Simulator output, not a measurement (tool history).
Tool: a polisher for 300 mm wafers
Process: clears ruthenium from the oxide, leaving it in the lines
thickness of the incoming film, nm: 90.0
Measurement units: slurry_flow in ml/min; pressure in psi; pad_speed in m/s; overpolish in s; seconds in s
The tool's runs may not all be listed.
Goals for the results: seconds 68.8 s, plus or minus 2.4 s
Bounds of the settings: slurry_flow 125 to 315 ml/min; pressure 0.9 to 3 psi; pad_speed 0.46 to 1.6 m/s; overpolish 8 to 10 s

run 1 hour=0 | slurry_flow=205 pressure=1.9 pad_speed=1.02 overpolish=10 | seconds=95.27
run 2 hour=1.4 | slurry_flow=205 pressure=1.9 pad_speed=1.24 overpolish=10 | seconds=79.062
run 3 hour=2.3 | slurry_flow=205 pressure=1.4 pad_speed=1.24 overpolish=10 | seconds=106.37
run 4 hour=6.3 | slurry_flow=210 pressure=1.6 pad_speed=1.24 overpolish=10 | seconds=92.849
run 5 hour=7 | slurry_flow=220 pressure=1.7 pad_speed=1.24 overpolish=10 | seconds=87.024
run 6 hour=13.1 | slurry_flow=250 pressure=1.7 pad_speed=1.24 overpolish=10 | seconds=84.645
run 7 hour=20.3 | slurry_flow=255 pressure=1.8 pad_speed=1.24 overpolish=10 | seconds=80.887
-- hour=27.9 head pressure recalibrated
run 8 hour=27.9 | slurry_flow=255 pressure=1.9 pad_speed=1.24 overpolish=10 | seconds=84.383
run 9 hour=32.7 | slurry_flow=255 pressure=2.1 pad_speed=1.24 overpolish=10 | seconds=76.141

Which single option among these 5 for the next run brings every result within its allowed miss of target? Just one does.
run A hour=37.5 | slurry_flow=285 pressure=2.2 pad_speed=1.22 overpolish=10 | seconds=?
run B hour=37.5 | slurry_flow=270 pressure=1.6 pad_speed=1.46 overpolish=10 | seconds=?
run C hour=37.5 | slurry_flow=290 pressure=2.3 pad_speed=1.26 overpolish=10 | seconds=?
run D hour=37.5 | slurry_flow=260 pressure=1.8 pad_speed=1.32 overpolish=10 | seconds=?
run E hour=37.5 | slurry_flow=190 pressure=2 pad_speed=1.16 overpolish=10 | seconds=?

move=A seconds=75.239
move=B seconds=86.835
move=C seconds=69.771
move=D seconds=85.617
move=E seconds=90.643
A: closer than the last run, but not yet in spec
B: moves away from the targets compared with the last run
C: hits every target within its allowed miss
D: moves away from the targets compared with the last run
E: moves away from the targets compared with the last run
The right move is C.
